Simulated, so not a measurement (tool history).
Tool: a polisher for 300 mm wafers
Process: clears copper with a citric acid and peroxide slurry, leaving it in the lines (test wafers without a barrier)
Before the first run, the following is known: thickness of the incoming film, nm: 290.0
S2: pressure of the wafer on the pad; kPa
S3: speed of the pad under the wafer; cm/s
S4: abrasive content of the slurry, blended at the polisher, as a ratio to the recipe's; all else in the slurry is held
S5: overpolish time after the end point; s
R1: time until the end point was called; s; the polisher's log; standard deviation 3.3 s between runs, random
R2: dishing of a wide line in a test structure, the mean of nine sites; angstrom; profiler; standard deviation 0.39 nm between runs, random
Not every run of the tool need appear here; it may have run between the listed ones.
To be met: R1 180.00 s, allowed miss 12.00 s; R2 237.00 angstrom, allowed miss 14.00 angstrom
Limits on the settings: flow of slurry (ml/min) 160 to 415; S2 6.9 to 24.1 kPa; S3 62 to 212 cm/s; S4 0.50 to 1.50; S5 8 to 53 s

Run 1, hour 0.0: flow of slurry (ml/min) 265, S2 15.2 kPa, S3 136 cm/s, S4 1.00, S5 27 s. Result: R1 160.96 s, R2 313.47 angstrom.
Run 2, hour 4.4: flow of slurry (ml/min) 265, S2 15.2 kPa, S3 136 cm/s, S4 0.85, S5 27 s. Result: R1 168.31 s, R2 290.92 angstrom.
Run 3, hour 10.0: flow of slurry (ml/min) 265, S2 15.2 kPa, S3 136 cm/s, S4 0.75, S5 27 s. Result: R1 173.79 s, R2 291.66 angstrom.
Run 4, hour 15.9: flow of slurry (ml/min) 265, S2 15.2 kPa, S3 136 cm/s, S4 0.90, S5 27 s. Result: R1 167.48 s, R2 311.55 angstrom.
Run 5, hour 17.9: flow of slurry (ml/min) 265, S2 15.2 kPa, S3 136 cm/s, S4 0.90, S5 36 s. Result: R1 165.43 s, R2 383.09 angstrom.
Run 6, hour 24.0: flow of slurry (ml/min) 265, S2 15.2 kPa, S3 136 cm/s, S4 0.90, S5 32 s. Result: R1 165.41 s, R2 348.80 angstrom.
Run 7, hour 26.8: flow of slurry (ml/min) 265, S2 15.2 kPa, S3 136 cm/s, S4 0.90, S5 32 s. Result: R1 170.34 s, R2 346.82 angstrom.
Run 8, hour 28.2: flow of slurry (ml/min) 265, S2 15.2 kPa, S3 136 cm/s, S4 0.90, S5 29 s. Result: R1 169.31 s, R2 322.17 angstrom.
Run 9, hour 31.7: flow of slurry (ml/min) 265, S2 13.8 kPa, S3 136 cm/s, S4 0.90, S5 19 s. Result: R1 179.46 s, R2 213.73 angstrom.

5 candidate next runs follow, results not yet known. Just one meets every target within its allowed miss. Identify it.
Run A, hour 35.2: flow of slurry (ml/min) 280, S2 12.4 kPa, S3 138 cm/s, S4 0.90, S5 17 s. Result: R1 ?, R2 ?.
Run B, hour 35.2: flow of slurry (ml/min) 265, S2 11.0 kPa, S3 172 cm/s, S4 0.65, S5 19 s. Result: R1 ?, R2 ?.
Run C, hour 35.2: flow of slurry (ml/min) 260, S2 11.0 kPa, S3 142 cm/s, S4 0.95, S5 20 s. Result: R1 ?, R2 ?.
Run D, hour 35.2: flow of slurry (ml/min) 245, S2 14.5 kPa, S3 130 cm/s, S4 0.85, S5 18 s. Result: R1 ?, R2 ?.
Run E, hour 35.2: flow of slurry (ml/min) 255, S2 16.5 kPa, S3 116 cm/s, S4 0.95, S5 22 s. Result: R1 ?, R2 ?.

move      R1      R2
   A  181.22  188.67
   B  176.56  212.17
   C  187.85  210.33
   D  179.58  200.78
   E  176.05  244.26
A: moves away from the targets compared with the last run
B: moves away from the targets compared with the last run
C: moves away from the targets compared with the last run
D: moves away from the targets compared with the last run
E: hits every target within its allowed miss
Go with E: it meets all targets.

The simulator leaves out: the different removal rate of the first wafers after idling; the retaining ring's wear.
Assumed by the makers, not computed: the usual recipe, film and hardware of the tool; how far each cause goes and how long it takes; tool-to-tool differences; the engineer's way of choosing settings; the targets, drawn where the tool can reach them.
